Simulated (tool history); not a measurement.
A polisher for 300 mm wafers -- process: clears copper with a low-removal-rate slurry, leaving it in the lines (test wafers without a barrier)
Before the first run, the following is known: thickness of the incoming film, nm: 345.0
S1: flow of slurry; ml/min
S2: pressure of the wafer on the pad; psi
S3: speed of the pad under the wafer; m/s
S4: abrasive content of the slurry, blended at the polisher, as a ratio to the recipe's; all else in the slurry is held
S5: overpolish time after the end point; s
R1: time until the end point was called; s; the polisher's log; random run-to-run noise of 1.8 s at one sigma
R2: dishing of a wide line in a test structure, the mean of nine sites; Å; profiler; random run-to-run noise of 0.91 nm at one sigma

run,hour,S1,S2,S3,S4,S5,R1,R2
1,0,290,2.1,1.18,1,20,152.11,348.08
2,1.5,290,2.1,1.18,0.85,20,154.92,328.72
3,4.7,260,2.1,1.18,0.85,20,158.34,318.07
4,5.6,260,2.3,1.18,0.85,20,144.65,354.49
5,14.6,260,2.3,1.18,0.85,12,144.59,217.82
6,23.6,290,2.3,1.18,0.85,12,143.26,217.74
7,31,290,2.3,1.18,0.85,12,143.57,232.9
8,39.4,295,2.1,1.18,0.9,16,155.27,269.28

Run 9, settings as shown, results not yet in. Your forecast:
9,44.2,300,2,1.18,0.95,19,?,?

{"run 9": {"R1": 163.69, "R2": 299.97}}

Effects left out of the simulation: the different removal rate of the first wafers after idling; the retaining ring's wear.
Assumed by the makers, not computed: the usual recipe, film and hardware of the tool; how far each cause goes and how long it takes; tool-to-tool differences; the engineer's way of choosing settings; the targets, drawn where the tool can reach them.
